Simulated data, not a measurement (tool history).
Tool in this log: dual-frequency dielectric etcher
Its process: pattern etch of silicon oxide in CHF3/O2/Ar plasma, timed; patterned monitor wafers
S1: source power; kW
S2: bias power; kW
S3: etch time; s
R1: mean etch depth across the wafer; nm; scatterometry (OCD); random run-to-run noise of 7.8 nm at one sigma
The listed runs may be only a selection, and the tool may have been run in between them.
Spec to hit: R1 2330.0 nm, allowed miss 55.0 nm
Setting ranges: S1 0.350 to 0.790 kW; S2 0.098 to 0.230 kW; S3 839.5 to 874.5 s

| run | hour | S1 | S2 | S3 | R1 |
|---|---|---|---|---|---|
| 1 | 0.0 | 0.570 | 0.164 | 839.5 | 1859.5 |
| 2 | 6.6 | 0.570 | 0.141 | 839.5 | 1714.5 |
| 3 | 8.2 | 0.570 | 0.154 | 839.5 | 1800.2 |
| 4 | 11.6 | 0.620 | 0.166 | 843.0 | 1928.8 |
| 5 | 12.8 | 0.620 | 0.140 | 843.0 | 1765.0 |
| 6 | 17.7 | 0.690 | 0.140 | 843.0 | 1852.9 |
| 7 | 22.7 | 0.710 | 0.155 | 847.5 | 1983.7 |
| 8 | 28.8 | 0.710 | 0.155 | 847.5 | 1996.5 |
| 9 | 35.3 | 0.730 | 0.164 | 850.0 | 2062.5 |

Pick the move, out of 5, that brings all results within their allowed miss; only one does.
| A | 41.8 | 0.710 | 0.181 | 874.5 | ? |
| B | 41.8 | 0.730 | 0.197 | 874.5 | ? |
| C | 41.8 | 0.700 | 0.162 | 839.5 | ? |
| D | 41.8 | 0.730 | 0.178 | 873.0 | ? |
| E | 41.8 | 0.730 | 0.170 | 874.5 | ? |

| move | R1 |
|---|---|
| A | 2201.0 |
| B | 2316.1 |
| C | 1991.8 |
| D | 2203.4 |
| E | 2159.0 |
A: nearer than the last run, and not there yet
B: every result lands within tolerance
C: moves away from the targets compared with the last run
D: nearer than the last run, and not there yet
E: nearer than the last run, and not there yet
Answer: B
